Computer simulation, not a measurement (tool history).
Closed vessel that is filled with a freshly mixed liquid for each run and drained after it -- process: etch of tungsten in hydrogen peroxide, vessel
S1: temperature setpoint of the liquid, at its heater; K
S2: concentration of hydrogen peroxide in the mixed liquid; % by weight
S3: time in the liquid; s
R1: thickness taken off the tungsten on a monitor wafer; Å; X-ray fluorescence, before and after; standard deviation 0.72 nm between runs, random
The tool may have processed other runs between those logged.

| run | hour | S1 | S2 | S3 | R1 |
|---|---|---|---|---|---|
| 1 | 0.0 | 324.15 | 18 | 90 | 1327.7 |
| 2 | 2.7 | 324.15 | 18 | 90 | 1354.6 |
| 3 | 10.1 | 321.65 | 18 | 90 | 1163.5 |
| 4 | 16.5 | 321.65 | 18 | 90 | 1156.4 |
| 5 | 23.9 | 321.65 | 18 | 90 | 1155.4 |
| 6 | 26.7 | 326.65 | 18 | 90 | 1592.1 |
| 7 | 31.6 | 323.65 | 18 | 90 | 1321.3 |

Run 8 is up next; what results do you expect?
| 8 | 38.0 | 321.15 | 18 | 90 | ? |

Run 8 produced R1 1122.8 Å.
